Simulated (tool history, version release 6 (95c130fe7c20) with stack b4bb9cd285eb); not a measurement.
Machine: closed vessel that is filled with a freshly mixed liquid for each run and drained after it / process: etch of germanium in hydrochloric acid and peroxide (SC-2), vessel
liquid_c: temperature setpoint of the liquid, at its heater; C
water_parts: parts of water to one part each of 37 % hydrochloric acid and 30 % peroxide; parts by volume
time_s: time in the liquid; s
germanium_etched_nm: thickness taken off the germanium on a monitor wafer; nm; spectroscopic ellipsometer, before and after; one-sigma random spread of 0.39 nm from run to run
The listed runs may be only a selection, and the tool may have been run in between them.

{"run": 1, "hour": 0.0, "liquid_c": 64.0, "water_parts": 11.0, "time_s": 30, "germanium_etched_nm": 100.77}
{"run": 2, "hour": 8.9, "liquid_c": 67.0, "water_parts": 11.0, "time_s": 30, "germanium_etched_nm": 110.18}
{"run": 3, "hour": 11.2, "liquid_c": 67.0, "water_parts": 13.0, "time_s": 30, "germanium_etched_nm": 107.65}
{"run": 4, "hour": 19.4, "liquid_c": 67.5, "water_parts": 13.0, "time_s": 30, "germanium_etched_nm": 108.9}
{"run": 5, "hour": 22.4, "liquid_c": 67.5, "water_parts": 13.0, "time_s": 30, "germanium_etched_nm": 109.28}
{"run": 6, "hour": 27.2, "liquid_c": 67.5, "water_parts": 14.5, "time_s": 30, "germanium_etched_nm": 106.96}
{"run": 7, "hour": 34.3, "liquid_c": 68.0, "water_parts": 14.5, "time_s": 30, "germanium_etched_nm": 108.21}

Run 8 has not been measured yet. What should we expect?
{"run": 8, "hour": 39.7, "liquid_c": 68.5, "water_parts": 14.5, "time_s": 30, "germanium_etched_nm": "?"}

germanium_etched_nm: 110.44 nm

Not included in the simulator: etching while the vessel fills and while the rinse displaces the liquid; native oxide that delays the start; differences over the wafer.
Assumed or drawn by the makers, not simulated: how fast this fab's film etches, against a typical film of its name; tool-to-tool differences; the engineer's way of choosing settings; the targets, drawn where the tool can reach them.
